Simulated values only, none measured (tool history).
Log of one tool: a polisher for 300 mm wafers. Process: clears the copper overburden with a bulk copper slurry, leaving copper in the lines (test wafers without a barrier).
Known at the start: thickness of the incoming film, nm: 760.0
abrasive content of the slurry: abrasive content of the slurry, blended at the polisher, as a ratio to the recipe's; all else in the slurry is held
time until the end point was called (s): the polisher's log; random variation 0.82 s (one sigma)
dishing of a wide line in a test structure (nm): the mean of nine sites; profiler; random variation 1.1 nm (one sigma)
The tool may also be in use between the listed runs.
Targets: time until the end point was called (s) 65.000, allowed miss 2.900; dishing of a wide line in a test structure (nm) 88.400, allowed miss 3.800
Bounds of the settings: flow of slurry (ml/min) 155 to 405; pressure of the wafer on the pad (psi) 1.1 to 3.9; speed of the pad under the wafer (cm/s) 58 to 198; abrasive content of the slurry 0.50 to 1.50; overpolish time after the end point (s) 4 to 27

run,hour,flow of slurry (ml/min),pressure of the wafer on the pad (psi),speed of the pad under the wafer (cm/s),abrasive content of the slurry,overpolish time after the end point (s),time until the end point was called (s),dishing of a wide line in a test structure (nm)
1,0.0,260,2.5,128,1.00,14,87.704,63.362
2,0.6,260,2.0,128,1.00,14,110.230,55.942
3,3.6,225,2.0,128,1.00,14,107.780,53.822
4,11.7,255,2.0,128,1.00,14,109.880,55.104
5,17.5,220,2.0,128,1.00,14,110.180,54.020
6,22.3,225,2.3,128,1.00,15,94.978,62.313
7,27.8,225,2.5,128,1.00,15,88.296,65.313
8,30.6,225,2.7,128,1.00,15,84.146,68.498
9,36.8,225,2.9,128,1.00,15,77.409,72.045
10,45.3,225,3.0,128,1.00,15,73.896,75.360
11,53.1,225,3.1,128,1.00,15,72.672,75.921
12,59.8,225,3.2,128,1.00,15,69.645,76.247
13,65.6,225,3.2,128,1.00,16,69.766,79.370
14,67.3,225,3.3,128,1.00,17,70.269,83.855

Which of these 4 next moves meets every target?
A,69.0,220,3.4,154,0.90,16,?,?
B,69.0,215,3.3,138,0.95,15,?,?
C,69.0,205,3.5,128,1.00,18,?,?
D,69.0,340,2.8,150,1.15,25,?,?

move,time until the end point was called (s),dishing of a wide line in a test structure (nm)
A,57.314,88.621
B,65.023,81.248
C,65.644,88.399
D,64.321,94.738
A: takes the result that was furthest off past its target
B: brings the result that was furthest off to its target, and leaves another outside
C: meets every target
D: brings the result that was furthest off to its target, and leaves another outside
Answer: C

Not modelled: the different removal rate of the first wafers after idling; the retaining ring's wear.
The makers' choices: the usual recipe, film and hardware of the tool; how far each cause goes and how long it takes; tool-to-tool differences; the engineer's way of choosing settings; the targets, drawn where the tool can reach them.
